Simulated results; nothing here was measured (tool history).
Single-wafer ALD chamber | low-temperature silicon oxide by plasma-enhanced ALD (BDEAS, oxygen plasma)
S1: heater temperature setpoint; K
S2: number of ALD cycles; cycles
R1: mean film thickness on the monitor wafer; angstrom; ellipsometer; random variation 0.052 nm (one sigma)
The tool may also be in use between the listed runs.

run 1 hour=0.0 | S1=363.15 S2=58 | R1=91.161
run 2 hour=5.9 | S1=360.15 S2=59 | R1=94.341
run 3 hour=8.6 | S1=350.15 S2=59 | R1=98.053
run 4 hour=16.3 | S1=350.15 S2=55 | R1=91.083
run 5 hour=22.5 | S1=348.15 S2=56 | R1=92.567
run 6 hour=31.0 | S1=347.15 S2=57 | R1=94.311

Run 7 comes next. What will it give?
run 7 hour=34.6 | S1=346.15 S2=58 | R1=?

Run 7 gave R1 97.491 angstrom.
